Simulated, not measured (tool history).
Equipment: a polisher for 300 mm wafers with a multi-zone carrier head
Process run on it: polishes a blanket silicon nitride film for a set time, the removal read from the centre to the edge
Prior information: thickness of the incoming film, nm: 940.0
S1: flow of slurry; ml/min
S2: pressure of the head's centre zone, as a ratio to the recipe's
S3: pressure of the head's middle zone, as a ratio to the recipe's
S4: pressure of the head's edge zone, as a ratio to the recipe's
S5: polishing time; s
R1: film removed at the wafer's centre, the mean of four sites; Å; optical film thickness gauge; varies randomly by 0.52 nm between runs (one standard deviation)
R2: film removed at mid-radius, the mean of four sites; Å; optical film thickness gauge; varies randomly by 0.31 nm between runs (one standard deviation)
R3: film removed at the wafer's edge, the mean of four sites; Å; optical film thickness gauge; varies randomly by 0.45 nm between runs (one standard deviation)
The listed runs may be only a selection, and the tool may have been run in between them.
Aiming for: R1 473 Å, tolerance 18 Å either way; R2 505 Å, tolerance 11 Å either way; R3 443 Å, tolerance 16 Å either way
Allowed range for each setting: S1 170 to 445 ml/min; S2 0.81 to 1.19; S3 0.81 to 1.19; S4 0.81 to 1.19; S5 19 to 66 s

{"run": 1, "day": 0.0, "S1": 285, "S2": 1, "S3": 1, "S4": 1, "S5": 42, "R1": 579.87, "R2": 587.96, "R3": 588.96}
{"run": 2, "day": 0.367, "S1": 345, "S2": 1, "S3": 1, "S4": 1, "S5": 42, "R1": 590.89, "R2": 589.06, "R3": 592.36}
{"run": 3, "day": 0.471, "S1": 345, "S2": 1, "S3": 1, "S4": 1, "S5": 37, "R1": 528.83, "R2": 520.33, "R3": 508.82}
{"run": 4, "day": 0.662, "S1": 280, "S2": 1, "S3": 1, "S4": 1, "S5": 37, "R1": 501.67, "R2": 515.27, "R3": 520.26}
{"run": 5, "day": 0.908, "S1": 280, "S2": 1, "S3": 1.04, "S4": 1, "S5": 37, "R1": 517.11, "R2": 533.4, "R3": 520.71}
{"run": 6, "day": 1.192, "S1": 280, "S2": 1, "S3": 0.96, "S4": 1, "S5": 37, "R1": 511.29, "R2": 493.81, "R3": 513.09}
{"run": 7, "day": 1.275, "S1": 295, "S2": 0.99, "S3": 0.98, "S4": 0.95, "S5": 36, "R1": 493.99, "R2": 494.01, "R3": 488.76}
{"run": 8, "day": 1.5, "S1": 305, "S2": 0.98, "S3": 0.99, "S4": 0.92, "S5": 36, "R1": 493.41, "R2": 505.24, "R3": 488.66}
{"run": 9, "day": 1.675, "S1": 320, "S2": 0.98, "S3": 1, "S4": 0.9, "S5": 35, "R1": 485.32, "R2": 484.91, "R3": 466.41}
{"run": 10, "day": 1.808, "S1": 325, "S2": 0.97, "S3": 1.02, "S4": 0.88, "S5": 35, "R1": 473.62, "R2": 501.81, "R3": 464.39}

Pick the move, out of 5, that brings all results within their allowed miss; only one does.
{"run": "A", "day": 1.942, "S1": 325, "S2": 0.89, "S3": 0.95, "S4": 0.91, "S5": 37, "R1": "?", "R2": "?", "R3": "?"}
{"run": "B", "day": 1.942, "S1": 250, "S2": 0.91, "S3": 1.01, "S4": 0.98, "S5": 37, "R1": "?", "R2": "?", "R3": "?"}
{"run": "C", "day": 1.942, "S1": 400, "S2": 0.96, "S3": 1, "S4": 0.81, "S5": 34, "R1": "?", "R2": "?", "R3": "?"}
{"run": "D", "day": 1.942, "S1": 390, "S2": 0.89, "S3": 1.04, "S4": 0.84, "S5": 34, "R1": "?", "R2": "?", "R3": "?"}
{"run": "E", "day": 1.942, "S1": 405, "S2": 0.96, "S3": 1.05, "S4": 0.84, "S5": 34, "R1": "?", "R2": "?", "R3": "?"}

move=A R1=457.94 R2=496.01 R3=500.86
move=B R1=455.67 R2=509.3 R3=508.5
move=C R1=462.05 R2=483.5 R3=441.97
move=D R1=427.76 R2=499.08 R3=448.22
move=E R1=462.66 R2=504.33 R3=449.09
A: further off than the last run
B: further off than the last run
C: the worst result of the last run now meets its target, but another is out of spec
D: the worst result of the last run now meets its target, but another is out of spec
E: each result inside its tolerance
Go with E: it meets all targets.
